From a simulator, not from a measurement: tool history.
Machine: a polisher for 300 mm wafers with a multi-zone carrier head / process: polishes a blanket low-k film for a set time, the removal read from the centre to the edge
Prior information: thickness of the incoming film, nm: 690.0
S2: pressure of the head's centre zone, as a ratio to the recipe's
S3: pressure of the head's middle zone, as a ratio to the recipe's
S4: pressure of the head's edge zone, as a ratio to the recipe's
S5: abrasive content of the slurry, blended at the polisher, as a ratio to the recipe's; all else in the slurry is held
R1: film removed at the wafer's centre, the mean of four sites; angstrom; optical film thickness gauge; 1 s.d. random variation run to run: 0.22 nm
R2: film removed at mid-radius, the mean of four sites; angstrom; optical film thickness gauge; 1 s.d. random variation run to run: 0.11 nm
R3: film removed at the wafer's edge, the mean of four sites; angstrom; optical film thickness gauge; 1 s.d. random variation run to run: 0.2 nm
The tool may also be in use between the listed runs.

Run 1, hour 0.0: flow of slurry (ml/min) 300, S2 1.00, S3 1.00, S4 1.00, S5 1.00, polishing time (s) 87. Result: R1 303.62 angstrom, R2 309.43 angstrom, R3 301.68 angstrom.
Run 2, hour 7.9: flow of slurry (ml/min) 270, S2 1.00, S3 1.00, S4 1.00, S5 1.00, polishing time (s) 87. Result: R1 291.85 angstrom, R2 302.33 angstrom, R3 310.02 angstrom.
Run 3, hour 16.8: flow of slurry (ml/min) 270, S2 1.00, S3 1.00, S4 1.00, S5 1.20, polishing time (s) 87. Result: R1 330.41 angstrom, R2 334.14 angstrom, R3 326.88 angstrom.
Run 4, hour 20.5: flow of slurry (ml/min) 270, S2 1.00, S3 1.00, S4 1.00, S5 1.05, polishing time (s) 87. Result: R1 306.85 angstrom, R2 311.14 angstrom, R3 304.22 angstrom.
Run 5, hour 22.8: flow of slurry (ml/min) 270, S2 1.00, S3 1.00, S4 1.00, S5 1.05, polishing time (s) 67. Result: R1 237.89 angstrom, R2 242.39 angstrom, R3 239.30 angstrom.
Run 6, hour 24.7: flow of slurry (ml/min) 305, S2 0.99, S3 1.00, S4 0.97, S5 0.90, polishing time (s) 65. Result: R1 210.91 angstrom, R2 217.54 angstrom, R3 209.76 angstrom.
Run 7, hour 27.6: flow of slurry (ml/min) 320, S2 0.97, S3 0.98, S4 0.93, S5 0.85, polishing time (s) 65. Result: R1 195.52 angstrom, R2 211.63 angstrom, R3 206.15 angstrom.
Run 8, hour 29.0: flow of slurry (ml/min) 260, S2 1.05, S3 1.01, S4 0.83, S5 0.60, polishing time (s) 62. Result: R1 157.03 angstrom, R2 155.55 angstrom, R3 147.48 angstrom.
Run 9, hour 32.1: flow of slurry (ml/min) 285, S2 1.04, S3 1.02, S4 0.84, S5 0.60, polishing time (s) 62. Result: R1 158.08 angstrom, R2 157.02 angstrom, R3 145.20 angstrom.
Run 10, hour 36.9: flow of slurry (ml/min) 295, S2 1.03, S3 1.03, S4 0.87, S5 0.60, polishing time (s) 62. Result: R1 156.32 angstrom, R2 161.39 angstrom, R3 145.64 angstrom.
Run 11, hour 41.2: flow of slurry (ml/min) 295, S2 1.03, S3 1.03, S4 0.87, S5 0.60, polishing time (s) 62. Result: R1 155.81 angstrom, R2 160.06 angstrom, R3 150.25 angstrom.

For run 12, what comes out?
Run 12, hour 44.6: flow of slurry (ml/min) 335, S2 1.05, S3 1.11, S4 0.97, S5 0.65, polishing time (s) 62. Result: R1 ?, R2 ?, R3 ?.

Run 12 measured R1 176.13 angstrom, R2 183.36 angstrom, R3 163.99 angstrom.
